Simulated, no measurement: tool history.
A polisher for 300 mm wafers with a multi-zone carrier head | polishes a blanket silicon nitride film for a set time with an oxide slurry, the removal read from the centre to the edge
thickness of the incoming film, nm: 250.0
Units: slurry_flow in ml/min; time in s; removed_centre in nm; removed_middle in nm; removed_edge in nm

Run 1, hour 0.0: slurry_flow 135 ml/min, centre_zone 1.00, middle_zone 1.00, edge_zone 1.00, slurry_solids 1.00, time 82 s. Result: removed_centre 77.576 nm, removed_middle 77.221 nm, removed_edge 77.020 nm.
Run 2, hour 2.1: slurry_flow 135 ml/min, centre_zone 1.00, middle_zone 0.99, edge_zone 0.97, slurry_solids 0.90, time 81 s. Result: removed_centre 72.279 nm, removed_middle 70.938 nm, removed_edge 70.895 nm.
Run 3, hour 6.5: slurry_flow 150 ml/min, centre_zone 1.00, middle_zone 0.99, edge_zone 0.97, slurry_solids 0.90, time 81 s. Result: removed_centre 74.047 nm, removed_middle 72.410 nm, removed_edge 72.305 nm.
Run 4, hour 15.0: slurry_flow 125 ml/min, centre_zone 1.00, middle_zone 0.99, edge_zone 0.97, slurry_solids 0.90, time 81 s. Result: removed_centre 69.455 nm, removed_middle 70.571 nm, removed_edge 70.144 nm.
Run 5, hour 18.9: slurry_flow 125 ml/min, centre_zone 1.01, middle_zone 0.99, edge_zone 0.94, slurry_solids 0.85, time 81 s. Result: removed_centre 68.499 nm, removed_middle 67.090 nm, removed_edge 66.414 nm.
Run 6, hour 20.4: slurry_flow 125 ml/min, centre_zone 1.01, middle_zone 0.99, edge_zone 0.94, slurry_solids 0.85, time 72 s. Result: removed_centre 60.319 nm, removed_middle 60.348 nm, removed_edge 59.426 nm.
Run 7, hour 25.9: slurry_flow 120 ml/min, centre_zone 1.02, middle_zone 0.99, edge_zone 0.92, slurry_solids 0.85, time 72 s. Result: removed_centre 61.458 nm, removed_middle 59.688 nm, removed_edge 58.385 nm.
Run 8, hour 33.4: slurry_flow 115 ml/min, centre_zone 1.02, middle_zone 0.99, edge_zone 0.90, slurry_solids 0.85, time 72 s. Result: removed_centre 60.214 nm, removed_middle 58.335 nm, removed_edge 57.656 nm.
Run 9, hour 42.2: slurry_flow 110 ml/min, centre_zone 1.02, middle_zone 1.00, edge_zone 0.88, slurry_solids 0.85, time 72 s. Result: removed_centre 59.711 nm, removed_middle 58.674 nm, removed_edge 56.079 nm.

Forecast run 10:
Run 10, hour 46.3: slurry_flow 105 ml/min, centre_zone 1.02, middle_zone 1.00, edge_zone 0.87, slurry_solids 0.85, time 72 s. Result: removed_centre ?, removed_middle ?, removed_edge ?.

{"run 10": {"removed_centre": 58.761, "removed_middle": 56.724, "removed_edge": 55.578}}

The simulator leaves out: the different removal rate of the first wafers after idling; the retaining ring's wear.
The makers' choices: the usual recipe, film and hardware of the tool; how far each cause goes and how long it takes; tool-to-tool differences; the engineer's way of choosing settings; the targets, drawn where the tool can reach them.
